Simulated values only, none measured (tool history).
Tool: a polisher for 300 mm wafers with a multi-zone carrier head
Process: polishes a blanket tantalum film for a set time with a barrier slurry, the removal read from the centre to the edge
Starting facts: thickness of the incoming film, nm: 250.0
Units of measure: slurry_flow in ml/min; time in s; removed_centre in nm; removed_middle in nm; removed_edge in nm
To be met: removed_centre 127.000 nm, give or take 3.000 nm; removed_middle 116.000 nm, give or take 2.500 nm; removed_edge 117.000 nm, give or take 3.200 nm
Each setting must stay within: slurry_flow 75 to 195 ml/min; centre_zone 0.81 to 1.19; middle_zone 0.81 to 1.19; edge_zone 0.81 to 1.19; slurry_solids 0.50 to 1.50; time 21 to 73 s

Run 1, hour 0.0: slurry_flow 125 ml/min, centre_zone 1.00, middle_zone 1.00, edge_zone 1.00, slurry_solids 1.00, time 47 s. Result: removed_centre 93.910 nm, removed_middle 93.165 nm, removed_edge 93.716 nm.
Run 2, hour 1.0: slurry_flow 125 ml/min, centre_zone 1.00, middle_zone 1.00, edge_zone 0.96, slurry_solids 1.00, time 47 s. Result: removed_centre 94.302 nm, removed_middle 93.723 nm, removed_edge 91.275 nm.
Run 3, hour 6.0: slurry_flow 135 ml/min, centre_zone 1.02, middle_zone 1.01, edge_zone 0.99, slurry_solids 1.05, time 47 s. Result: removed_centre 100.850 nm, removed_middle 97.876 nm, removed_edge 95.112 nm.
Run 4, hour 11.8: slurry_flow 140 ml/min, centre_zone 1.03, middle_zone 1.01, edge_zone 1.02, slurry_solids 1.05, time 47 s. Result: removed_centre 101.410 nm, removed_middle 98.294 nm, removed_edge 93.841 nm.
Run 5, hour 20.1: slurry_flow 140 ml/min, centre_zone 1.03, middle_zone 1.00, edge_zone 1.03, slurry_solids 1.10, time 48 s. Result: removed_centre 105.230 nm, removed_middle 99.598 nm, removed_edge 99.733 nm.
Run 6, hour 28.4: slurry_flow 145 ml/min, centre_zone 1.03, middle_zone 1.00, edge_zone 1.05, slurry_solids 1.15, time 48 s. Result: removed_centre 106.640 nm, removed_middle 101.090 nm, removed_edge 100.170 nm.
Run 7, hour 30.1: slurry_flow 145 ml/min, centre_zone 1.03, middle_zone 1.00, edge_zone 1.06, slurry_solids 1.20, time 48 s. Result: removed_centre 105.210 nm, removed_middle 101.840 nm, removed_edge 102.940 nm.
Run 8, hour 33.3: slurry_flow 150 ml/min, centre_zone 1.04, middle_zone 1.00, edge_zone 1.07, slurry_solids 1.25, time 48 s. Result: removed_centre 109.980 nm, removed_middle 103.670 nm, removed_edge 105.600 nm.
Run 9, hour 40.8: slurry_flow 155 ml/min, centre_zone 1.05, middle_zone 1.00, edge_zone 1.08, slurry_solids 1.30, time 48 s. Result: removed_centre 110.690 nm, removed_middle 106.370 nm, removed_edge 108.090 nm.
Run 10, hour 43.3: slurry_flow 160 ml/min, centre_zone 1.06, middle_zone 1.00, edge_zone 1.09, slurry_solids 1.30, time 48 s. Result: removed_centre 112.890 nm, removed_middle 106.560 nm, removed_edge 105.660 nm.
Run 11, hour 47.2: slurry_flow 160 ml/min, centre_zone 1.07, middle_zone 1.00, edge_zone 1.10, slurry_solids 1.35, time 48 s. Result: removed_centre 114.710 nm, removed_middle 106.780 nm, removed_edge 109.740 nm.
Run 12, hour 54.0: slurry_flow 165 ml/min, centre_zone 1.08, middle_zone 1.00, edge_zone 1.11, slurry_solids 1.35, time 48 s. Result: removed_centre 118.310 nm, removed_middle 107.570 nm, removed_edge 109.680 nm.
Run 13, hour 55.2: slurry_flow 195 ml/min, centre_zone 1.07, middle_zone 1.03, edge_zone 1.19, slurry_solids 1.40, time 48 s. Result: removed_centre 121.320 nm, removed_middle 113.350 nm, removed_edge 113.370 nm.
Run 14, hour 56.3: slurry_flow 190 ml/min, centre_zone 1.09, middle_zone 1.03, edge_zone 1.19, slurry_solids 1.45, time 48 s. Result: removed_centre 124.170 nm, removed_middle 113.140 nm, removed_edge 116.820 nm.

Pick the move, out of 4, that brings all results within their allowed miss; only one does.
Run A, hour 57.4: slurry_flow 190 ml/min, centre_zone 1.08, middle_zone 1.02, edge_zone 1.17, slurry_solids 1.35, time 50 s. Result: removed_centre ?, removed_middle ?, removed_edge ?.
Run B, hour 57.4: slurry_flow 180 ml/min, centre_zone 1.10, middle_zone 0.99, edge_zone 1.19, slurry_solids 1.40, time 49 s. Result: removed_centre ?, removed_middle ?, removed_edge ?.
Run C, hour 57.4: slurry_flow 135 ml/min, centre_zone 1.12, middle_zone 1.04, edge_zone 1.19, slurry_solids 1.50, time 49 s. Result: removed_centre ?, removed_middle ?, removed_edge ?.
Run D, hour 57.4: slurry_flow 180 ml/min, centre_zone 0.99, middle_zone 0.99, edge_zone 1.19, slurry_solids 1.50, time 51 s. Result: removed_centre ?, removed_middle ?, removed_edge ?.

move  removed_centre  removed_middle  removed_edge
   A         124.800         116.660       117.540
   B         124.240         111.290       116.180
   C         120.690         111.380       113.140
   D         117.780         117.380       122.470
A: every result lands within tolerance
B: lands further from the targets than the last run did
C: lands further from the targets than the last run did
D: corrects the largest miss of the last run, while another result sits out of spec
A meets every target.
